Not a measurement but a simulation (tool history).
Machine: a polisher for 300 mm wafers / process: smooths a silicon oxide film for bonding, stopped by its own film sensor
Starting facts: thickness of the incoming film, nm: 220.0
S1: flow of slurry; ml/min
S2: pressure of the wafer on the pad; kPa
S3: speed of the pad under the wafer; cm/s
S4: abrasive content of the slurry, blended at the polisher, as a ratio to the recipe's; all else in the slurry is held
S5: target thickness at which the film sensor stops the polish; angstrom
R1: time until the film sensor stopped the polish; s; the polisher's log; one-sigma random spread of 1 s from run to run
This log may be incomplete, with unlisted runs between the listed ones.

run,hour,S1,S2,S3,S4,S5,R1
1,0,305,15.2,106,1,1850,41.637
2,1.9,305,17.2,106,1,1850,37.631
3,8,305,17.2,106,0.8,1850,40.887
4,14.7,305,17.2,106,0.8,1850,40.437
5,17,305,17.2,96,0.8,1850,43.413
6,23.8,305,17.2,96,0.7,1850,44.633
7,30,305,15.9,94,0.7,1850,48.263

Forecast run 8:
8,38,305,14.5,92,0.7,1850,?

R1: 54.669 s

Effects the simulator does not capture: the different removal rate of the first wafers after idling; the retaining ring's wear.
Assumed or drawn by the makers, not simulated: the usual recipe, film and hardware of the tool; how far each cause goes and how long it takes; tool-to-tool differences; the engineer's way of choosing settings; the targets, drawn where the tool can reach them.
